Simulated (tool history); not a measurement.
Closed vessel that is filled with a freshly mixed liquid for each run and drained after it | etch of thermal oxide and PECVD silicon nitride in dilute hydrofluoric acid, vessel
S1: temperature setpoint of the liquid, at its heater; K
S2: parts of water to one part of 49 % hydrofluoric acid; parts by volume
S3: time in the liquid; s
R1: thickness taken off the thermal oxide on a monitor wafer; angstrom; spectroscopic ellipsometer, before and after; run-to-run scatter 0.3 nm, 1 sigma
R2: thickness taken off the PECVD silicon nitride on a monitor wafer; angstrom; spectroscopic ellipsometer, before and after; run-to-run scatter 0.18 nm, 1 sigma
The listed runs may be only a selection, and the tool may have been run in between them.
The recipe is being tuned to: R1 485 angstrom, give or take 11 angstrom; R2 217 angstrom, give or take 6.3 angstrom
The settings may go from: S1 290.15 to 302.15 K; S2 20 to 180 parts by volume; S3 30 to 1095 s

run,hour,S1,S2,S3,R1,R2
1,0,294.15,100,560,205.15,98.231
2,1.7,295.15,100,560,216.63,105.91
3,7.8,295.15,100,700,269.09,130.34
4,10.3,295.15,95,695,281.21,135.83
5,14.2,297.15,95,695,302.81,156.39
6,23,295.65,95,695,289.36,140.59
7,31.1,295.65,90,690,307.19,148.95
8,39.6,295.65,90,690,301.03,147.29
9,48,295.65,85,690,323.65,158.29
10,50.3,295.65,80,690,346.01,167.27
11,53.8,295.65,80,690,348.15,166.4
12,54.6,295.65,75,685,366.54,174.3
13,57.1,295.65,70,680,395.28,185.71
14,59.1,295.15,60,665,443.56,204.92

4 next moves are on the table. One of them brings every result within its allowed miss. Which?
A,61.1,297.65,95,870,?,?
B,61.1,294.15,60,750,?,?
C,61.1,296.65,70,750,?,?
D,61.1,299.15,80,675,?,?

move,R1,R2
A,391.78,203.32
B,484.21,217.48
C,454.45,221.59
D,390.51,206.32
A: its largest miss is bigger than the last run's
B: meets every target
C: closer than the last run, but not yet in spec
D: its largest miss is bigger than the last run's
Move B is the one to make.

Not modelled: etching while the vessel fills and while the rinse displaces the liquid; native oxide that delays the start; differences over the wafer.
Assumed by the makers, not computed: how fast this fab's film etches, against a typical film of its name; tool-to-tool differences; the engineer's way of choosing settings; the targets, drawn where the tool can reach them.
